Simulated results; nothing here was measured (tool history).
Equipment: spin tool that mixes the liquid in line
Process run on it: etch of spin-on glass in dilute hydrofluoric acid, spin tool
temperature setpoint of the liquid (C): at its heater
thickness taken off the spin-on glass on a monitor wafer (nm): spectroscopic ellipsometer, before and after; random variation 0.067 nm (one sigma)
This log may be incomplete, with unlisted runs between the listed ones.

| run | hour | temperature setpoint of the liquid (C) | parts of water to one part of 49 % hydrofluoric acid (parts by volume) | time under the liquid (s) | thickness taken off the spin-on glass on a monitor wafer (nm) |
|---|---|---|---|---|---|
| 1 | 0 | 20 | 115 | 15 | 5.6374 |
| 2 | 2.3 | 17 | 115 | 15 | 5.1025 |
| 3 | 8 | 17 | 115 | 15 | 5.1042 |
| 4 | 9.9 | 18 | 115 | 15 | 5.2235 |
| 5 | 10.7 | 19 | 115 | 15 | 5.4087 |
| 6 | 13.1 | 20 | 115 | 15 | 5.6683 |
| 7 | 16.2 | 20 | 115 | 15 | 5.6378 |
| 8 | 22.1 | 21 | 115 | 15 | 5.8958 |

Estimate the outcome of run 9 from the log above:
|  | 29.1 | hydrofluoric acid flow meter replaced |
| 9 | 29.1 | 21.5 | 115 | 15 | ? |

thickness taken off the spin-on glass on a monitor wafer (nm): 6.4213
